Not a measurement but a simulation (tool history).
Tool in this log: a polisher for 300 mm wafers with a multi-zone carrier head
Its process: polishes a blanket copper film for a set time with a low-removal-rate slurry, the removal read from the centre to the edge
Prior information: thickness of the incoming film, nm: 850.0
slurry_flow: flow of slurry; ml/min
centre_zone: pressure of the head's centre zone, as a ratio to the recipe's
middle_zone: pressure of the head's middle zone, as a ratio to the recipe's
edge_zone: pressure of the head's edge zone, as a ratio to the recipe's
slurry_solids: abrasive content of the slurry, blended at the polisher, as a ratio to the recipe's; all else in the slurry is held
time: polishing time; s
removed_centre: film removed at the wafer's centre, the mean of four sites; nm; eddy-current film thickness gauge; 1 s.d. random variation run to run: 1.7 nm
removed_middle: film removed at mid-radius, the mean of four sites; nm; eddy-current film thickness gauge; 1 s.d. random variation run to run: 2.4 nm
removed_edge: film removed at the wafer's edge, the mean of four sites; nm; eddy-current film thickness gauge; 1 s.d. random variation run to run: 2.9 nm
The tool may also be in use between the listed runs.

run,hour,slurry_flow,centre_zone,middle_zone,edge_zone,slurry_solids,time,removed_centre,removed_middle,removed_edge
1,0,120,1,1,1,1,47,211.01,209.87,214.38
2,7.1,120,1,1,1,0.85,47,205.25,199.42,208.93
3,15.9,125,0.98,0.98,1.03,0.9,48,211.65,205.1,214.98
4,17.2,125,0.98,0.98,1.08,0.9,48,209.55,212.56,222.93
5,22.3,115,0.97,0.95,1.1,0.95,49,208.91,202.24,230.07
6,29,115,0.96,0.94,1.11,1.05,49,211.31,204.88,234.75
7,36.6,115,0.95,0.93,1.12,1.1,50,218.21,209.13,243.41
8,44.5,115,0.94,0.93,1.13,1.15,50,216.07,218.24,246.9

For run 9, what comes out?
9,47.7,115,0.93,0.92,1.14,1.2,50,?,?,?

Run 9 came out at removed_centre 214.63 nm, removed_middle 214.77 nm, removed_edge 246.87 nm.
